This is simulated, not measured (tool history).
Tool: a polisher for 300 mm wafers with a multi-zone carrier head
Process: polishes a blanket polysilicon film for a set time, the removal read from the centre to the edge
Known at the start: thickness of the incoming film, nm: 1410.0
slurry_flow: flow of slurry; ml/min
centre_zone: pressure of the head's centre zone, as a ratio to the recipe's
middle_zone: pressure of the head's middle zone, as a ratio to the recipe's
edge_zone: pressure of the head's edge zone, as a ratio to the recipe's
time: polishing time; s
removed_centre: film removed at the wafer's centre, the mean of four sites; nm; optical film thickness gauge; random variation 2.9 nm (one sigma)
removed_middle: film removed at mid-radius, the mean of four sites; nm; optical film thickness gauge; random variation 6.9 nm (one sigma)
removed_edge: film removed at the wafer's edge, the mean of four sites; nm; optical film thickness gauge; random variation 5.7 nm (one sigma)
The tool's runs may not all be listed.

run	hour	slurry_flow	centre_zone	middle_zone	edge_zone	time	removed_centre	removed_middle	removed_edge
1	0	295	1	1	1	78	533.71	482.72	497.56
2	3	295	1	1	1	86	576.43	534.93	547.98
3	6.4	295	1	0.95	1	86	588.32	506.51	543.8
4	9.9	295	1	0.95	0.93	86	584.49	493.51	541.28
5	18.9	295	1.03	0.95	0.93	86	597.73	509.87	519.4
6	22.1	295	1.03	0.95	0.89	86	597.58	521.58	528.25
7	27.4	295	1.03	0.95	0.89	86	599.27	513.16	532.05
8	34.8	290	1	1	0.88	81	548.21	491.05	491.09
9	42.2	235	0.9	1.1	0.98	65	386.27	436.3	409.67

Run 10 comes next. What will it give?
10	48.9	230	0.89	1.11	0.99	66	?	?	?

Run 10 gave removed_centre 385.59 nm, removed_middle 432.13 nm, removed_edge 397.99 nm.
